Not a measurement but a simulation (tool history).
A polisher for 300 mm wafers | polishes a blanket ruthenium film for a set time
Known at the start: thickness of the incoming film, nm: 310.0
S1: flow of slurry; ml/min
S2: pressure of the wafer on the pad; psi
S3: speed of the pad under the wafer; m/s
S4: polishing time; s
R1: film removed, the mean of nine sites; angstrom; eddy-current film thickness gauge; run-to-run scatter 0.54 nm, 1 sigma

Run 1, hour 0: S1 245 ml/min, S2 2.3 psi, S3 1.26 m/s, S4 40 s. Result: R1 658.85 angstrom.
Run 2, hour 8: S1 245 ml/min, S2 2.3 psi, S3 1.26 m/s, S4 36 s. Result: R1 595.7 angstrom.
Run 3, hour 13.3: S1 245 ml/min, S2 2.1 psi, S3 1.26 m/s, S4 36 s. Result: R1 547.98 angstrom.
Run 4, hour 19.1: S1 245 ml/min, S2 2.3 psi, S3 1.26 m/s, S4 36 s. Result: R1 593.05 angstrom.
Run 5, hour 24.2: S1 245 ml/min, S2 2.3 psi, S3 1.58 m/s, S4 36 s. Result: R1 731.98 angstrom.
Run 6, hour 32.9: S1 245 ml/min, S2 2.2 psi, S3 1.58 m/s, S4 36 s. Result: R1 716.78 angstrom.

Run 7 comes next. What will it give?
Run 7, hour 37.5: S1 245 ml/min, S2 2.1 psi, S3 1.58 m/s, S4 36 s. Result: R1 ?.

Run 7 yielded R1 691.14 angstrom.
